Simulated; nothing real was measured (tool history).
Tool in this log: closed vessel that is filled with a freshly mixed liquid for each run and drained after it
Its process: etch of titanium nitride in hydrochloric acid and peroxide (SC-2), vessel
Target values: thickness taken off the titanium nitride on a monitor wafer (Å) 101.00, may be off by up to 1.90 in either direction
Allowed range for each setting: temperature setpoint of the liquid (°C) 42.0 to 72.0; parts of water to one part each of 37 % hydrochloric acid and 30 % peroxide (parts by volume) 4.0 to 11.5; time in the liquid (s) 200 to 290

run,day,temperature setpoint of the liquid (°C),parts of water to one part each of 37 % hydrochloric acid and 30 % peroxide (parts by volume),time in the liquid (s),thickness taken off the titanium nitride on a monitor wafer (Å)
1,0.000,58.0,6.5,290,133.29
2,0.292,57.0,6.5,290,125.91
3,0.600,57.0,6.5,290,126.14
4,0.979,56.0,6.5,290,118.08
5,1.258,60.5,6.5,290,155.89
6,1.421,59.0,6.5,290,142.24
7,1.517,58.0,6.5,290,133.63
8,1.638,57.0,6.5,290,125.12

Below are 5 possible settings for the next run. Only one of them brings all results inside the allowed miss of their targets. Which is it?
A,1.758,56.0,6.5,260,?
B,1.758,58.5,9.0,290,?
C,1.758,59.5,6.5,200,?
D,1.758,60.5,6.0,270,?
E,1.758,54.5,6.0,275,?

move,thickness taken off the titanium nitride on a monitor wafer (Å)
A,105.76
B,106.91
C,101.64
D,155.22
E,107.88
A: an improvement on the last run, though not all results are within tolerance
B: an improvement on the last run, though not all results are within tolerance
C: every result lands within tolerance
D: lands further from the targets than the last run did
E: an improvement on the last run, though not all results are within tolerance
Correct choice: C, which meets every target
